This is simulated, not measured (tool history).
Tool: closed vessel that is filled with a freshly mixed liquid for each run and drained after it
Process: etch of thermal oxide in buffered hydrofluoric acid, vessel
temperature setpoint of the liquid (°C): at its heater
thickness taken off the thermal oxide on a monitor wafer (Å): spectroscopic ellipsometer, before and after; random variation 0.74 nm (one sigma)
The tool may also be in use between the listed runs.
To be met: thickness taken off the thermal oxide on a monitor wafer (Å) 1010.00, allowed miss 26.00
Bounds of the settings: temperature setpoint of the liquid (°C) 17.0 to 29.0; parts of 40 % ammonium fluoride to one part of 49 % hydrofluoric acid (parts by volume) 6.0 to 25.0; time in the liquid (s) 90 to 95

run	hour	temperature setpoint of the liquid (°C)	parts of 40 % ammonium fluoride to one part of 49 % hydrofluoric acid (parts by volume)	time in the liquid (s)	thickness taken off the thermal oxide on a monitor wafer (Å)
1	0.0	21.0	15.5	90	581.43
2	6.4	23.0	15.0	90	673.28
3	12.9	24.5	14.5	90	736.96
4	21.3	24.5	14.5	95	789.16
5	24.1	25.5	14.5	95	828.87
6	28.3	26.5	14.5	95	881.68
7	36.3	27.0	14.5	95	916.34
8	40.0	27.5	14.5	95	933.55
9	48.7	28.0	14.5	95	948.97
10	51.4	28.5	14.5	95	969.65

5 next moves are on the table. One of them brings every result within its allowed miss. Which?
A	54.1	24.0	12.0	95	?
B	54.1	29.0	13.5	90	?
C	54.1	21.5	10.0	95	?
D	54.1	27.5	14.0	95	?
E	54.1	29.0	15.5	95	?

move	thickness taken off the thermal oxide on a monitor wafer (Å)
A	922.54
B	1018.80
C	960.47
D	958.27
E	939.23
A: further off than the last run
B: meets every target
C: further off than the last run
D: further off than the last run
E: further off than the last run
The right move is B.

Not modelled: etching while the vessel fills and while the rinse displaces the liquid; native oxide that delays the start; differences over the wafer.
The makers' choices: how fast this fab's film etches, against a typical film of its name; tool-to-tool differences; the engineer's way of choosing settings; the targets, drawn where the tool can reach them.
